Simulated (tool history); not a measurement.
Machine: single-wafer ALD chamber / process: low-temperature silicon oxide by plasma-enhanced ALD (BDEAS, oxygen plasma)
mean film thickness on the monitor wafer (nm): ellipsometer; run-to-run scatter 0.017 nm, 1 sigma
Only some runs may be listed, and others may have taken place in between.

run  hour  heater temperature setpoint (°C)  number of ALD cycles (cycles)  mean film thickness on the monitor wafer (nm)
  1     0                               105                             40                                         5.1555
  2   1.4                               106                             38                                          4.897
  3   5.3                                97                             38                                          4.979
  4  10.8                               101                             38                                         4.9071
  5  15.9                               110                             38                                         4.8511
  6  24.4                               110                             32                                         4.0536
  7  28.3                               109                             33                                         4.2414
  8  35.3                               109                             34                                         4.3197
  9  43.1                               109                             34                                         4.3377

Forecast run 10:
 10  45.5                               109                             34                                              ?

mean film thickness on the monitor wafer (nm): 4.3289

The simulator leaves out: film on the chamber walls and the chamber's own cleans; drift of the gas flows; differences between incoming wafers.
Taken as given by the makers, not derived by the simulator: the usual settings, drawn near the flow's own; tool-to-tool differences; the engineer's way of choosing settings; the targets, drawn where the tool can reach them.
